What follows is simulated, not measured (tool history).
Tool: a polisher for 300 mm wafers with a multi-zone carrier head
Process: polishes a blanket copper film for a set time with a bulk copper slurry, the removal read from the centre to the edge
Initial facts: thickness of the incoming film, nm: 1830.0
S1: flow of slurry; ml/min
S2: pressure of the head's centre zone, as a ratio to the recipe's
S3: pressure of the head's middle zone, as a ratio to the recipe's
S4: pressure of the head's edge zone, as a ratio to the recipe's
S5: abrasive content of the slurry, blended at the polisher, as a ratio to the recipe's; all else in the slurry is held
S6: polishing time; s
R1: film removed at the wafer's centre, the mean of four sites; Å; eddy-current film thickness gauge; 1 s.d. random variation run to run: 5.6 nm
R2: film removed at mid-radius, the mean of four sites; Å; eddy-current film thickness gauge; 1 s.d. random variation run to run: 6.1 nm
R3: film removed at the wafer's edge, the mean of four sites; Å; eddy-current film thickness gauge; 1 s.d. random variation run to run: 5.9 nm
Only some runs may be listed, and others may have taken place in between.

run  hour   S1    S2    S3    S4   S5  S6      R1      R2      R3
  1   0.0  130  1.00  1.00  1.00  1.0  49  5134.8  5015.9  5120.9
  2   6.2  130  1.00  0.95  1.00  1.0  49  5203.9  4854.8  5196.3
  3   9.3  130  1.00  0.95  1.04  1.0  49  5232.9  4850.1  5331.3
  4  15.6  130  0.94  0.95  1.04  1.0  49  4968.5  4911.7  5365.3
  5  19.4  145  0.99  0.99  1.00  1.0  49  5320.2  5124.6  5319.1
  6  20.8  145  1.03  0.99  1.00  1.0  49  5461.8  5177.2  5293.7

Run 7 is up next; what results do you expect?
  7  21.9  155  1.06  1.01  0.97  1.0  49   ?   ?   ?

Logged for run 7: R1 5649.6 Å, R2 5292.8 Å, R3 5193.6 Å.
